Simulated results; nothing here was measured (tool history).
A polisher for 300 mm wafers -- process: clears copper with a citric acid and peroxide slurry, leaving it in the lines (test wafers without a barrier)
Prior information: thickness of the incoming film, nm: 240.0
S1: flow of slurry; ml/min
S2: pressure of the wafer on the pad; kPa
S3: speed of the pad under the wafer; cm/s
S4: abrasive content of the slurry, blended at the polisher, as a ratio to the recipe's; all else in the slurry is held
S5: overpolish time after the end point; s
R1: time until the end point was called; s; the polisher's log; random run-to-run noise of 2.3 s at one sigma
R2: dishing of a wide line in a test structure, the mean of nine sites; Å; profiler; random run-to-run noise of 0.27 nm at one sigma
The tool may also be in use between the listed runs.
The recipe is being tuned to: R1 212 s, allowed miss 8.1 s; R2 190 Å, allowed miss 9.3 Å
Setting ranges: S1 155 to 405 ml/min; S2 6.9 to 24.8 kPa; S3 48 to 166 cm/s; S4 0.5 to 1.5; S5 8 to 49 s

run 1 hour=0 | S1=260 S2=15.9 S3=106 S4=1 S5=25 | R1=156.47 R2=278.68
run 2 hour=1.2 | S1=260 S2=18.6 S3=106 S4=1 S5=25 | R1=141.39 R2=301.77
run 3 hour=9.1 | S1=260 S2=18.6 S3=128 S4=1 S5=25 | R1=119.71 R2=343.16
run 4 hour=15.6 | S1=260 S2=15.2 S3=124 S4=1 S5=24 | R1=137.6 R2=291.14
run 5 hour=20.9 | S1=260 S2=15.2 S3=124 S4=1.2 S5=24 | R1=133.23 R2=307.45
run 6 hour=29.5 | S1=260 S2=15.2 S3=124 S4=1.2 S5=19 | R1=133.28 R2=251.04
run 7 hour=38 | S1=255 S2=11 S3=122 S4=1.2 S5=23 | R1=162.13 R2=255.99
run 8 hour=40.4 | S1=255 S2=9.7 S3=118 S4=1.2 S5=22 | R1=176.12 R2=221.02
run 9 hour=44.5 | S1=255 S2=9 S3=116 S4=1.2 S5=22 | R1=186.21 R2=213.37
run 10 hour=50.4 | S1=255 S2=9 S3=116 S4=1.2 S5=22 | R1=182.19 R2=216.97
run 11 hour=53.4 | S1=255 S2=8.3 S3=114 S4=1.2 S5=22 | R1=194.44 R2=207.49

Below are 5 possible settings for the next run. Only one of them brings all results inside the allowed miss of their targets. Which is it?
run A hour=56.4 | S1=285 S2=10.3 S3=108 S4=1.2 S5=19 | R1=? R2=?
run B hour=56.4 | S1=275 S2=11 S3=116 S4=1.25 S5=22 | R1=? R2=?
run C hour=56.4 | S1=195 S2=6.9 S3=118 S4=1.15 S5=20 | R1=? R2=?
run D hour=56.4 | S1=300 S2=13.1 S3=86 S4=1.15 S5=19 | R1=? R2=?
run E hour=56.4 | S1=270 S2=7.6 S3=108 S4=1.2 S5=22 | R1=? R2=?

move=A R1=179.8 R2=192.56
move=B R1=162.4 R2=238.92
move=C R1=205.41 R2=178.16
move=D R1=195.48 R2=179.48
move=E R1=206.71 R2=192.97
A: its largest miss is bigger than the last run's
B: its largest miss is bigger than the last run's
C: brings the last run's worst result on target, with another outside its allowed miss
D: better than the last run, though not everything is in spec
E: every result within its allowed miss
E is the move that brings every result within its allowed miss.
